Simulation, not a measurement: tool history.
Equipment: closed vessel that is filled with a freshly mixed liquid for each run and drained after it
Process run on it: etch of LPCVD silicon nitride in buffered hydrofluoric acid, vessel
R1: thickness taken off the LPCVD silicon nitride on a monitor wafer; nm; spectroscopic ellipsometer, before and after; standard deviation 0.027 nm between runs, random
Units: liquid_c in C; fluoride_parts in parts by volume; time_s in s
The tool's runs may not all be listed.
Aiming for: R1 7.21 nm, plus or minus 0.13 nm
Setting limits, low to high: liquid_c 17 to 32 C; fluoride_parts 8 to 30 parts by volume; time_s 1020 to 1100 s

run 1 hour=0 | liquid_c=24 fluoride_parts=22.5 time_s=1020 | R1=8.8297
run 2 hour=1.1 | liquid_c=24 fluoride_parts=22.5 time_s=1020 | R1=8.9149
run 3 hour=7.7 | liquid_c=24 fluoride_parts=28 time_s=1020 | R1=7.6173
run 4 hour=14.9 | liquid_c=25.5 fluoride_parts=28 time_s=1020 | R1=8.304
run 5 hour=17.3 | liquid_c=25.5 fluoride_parts=23.5 time_s=1020 | R1=9.2601
run 6 hour=22.3 | liquid_c=23 fluoride_parts=23.5 time_s=1020 | R1=8.1172
run 7 hour=27 | liquid_c=22.5 fluoride_parts=23.5 time_s=1020 | R1=7.8282
run 8 hour=31.4 | liquid_c=21.5 fluoride_parts=23.5 time_s=1020 | R1=7.4978

Pick the move, out of 5, that brings all results within their allowed miss; only one does.
run A hour=35.8 | liquid_c=22 fluoride_parts=26 time_s=1085 | R1=?
run B hour=35.8 | liquid_c=23.5 fluoride_parts=27.5 time_s=1055 | R1=?
run C hour=35.8 | liquid_c=23 fluoride_parts=26 time_s=1040 | R1=?
run D hour=35.8 | liquid_c=21 fluoride_parts=26 time_s=1080 | R1=?
run E hour=35.8 | liquid_c=20.5 fluoride_parts=22 time_s=1035 | R1=?

move=A R1=7.6102
move=B R1=7.7355
move=C R1=7.7102
move=D R1=7.1643
move=E R1=7.4925
A: the biggest miss grows against the last run
B: the biggest miss grows against the last run
C: the biggest miss grows against the last run
D: all results in spec
E: about as far from the targets as the last run
D meets every target.
